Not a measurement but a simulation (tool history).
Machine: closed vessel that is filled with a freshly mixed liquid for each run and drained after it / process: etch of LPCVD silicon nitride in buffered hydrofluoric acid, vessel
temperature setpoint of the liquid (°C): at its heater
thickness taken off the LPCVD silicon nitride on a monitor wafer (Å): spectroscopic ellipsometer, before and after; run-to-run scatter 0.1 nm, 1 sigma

run,day,temperature setpoint of the liquid (°C),parts of 40 % ammonium fluoride to one part of 49 % hydrofluoric acid (parts by volume),time in the liquid (s),thickness taken off the LPCVD silicon nitride on a monitor wafer (Å)
1,0,25,15,3135,364.77
2,0.154,24,15.5,3135,334.61
3,0.283,23,15.5,3135,315.14
4,0.654,22,15.5,3135,296.61
5,0.746,22,15.5,3135,298.26
6,1.008,25,15.5,3135,350.4

Estimate the outcome of run 7 from the log above:
7,1.25,24,15.5,3135,?

thickness taken off the LPCVD silicon nitride on a monitor wafer (Å): 334.2
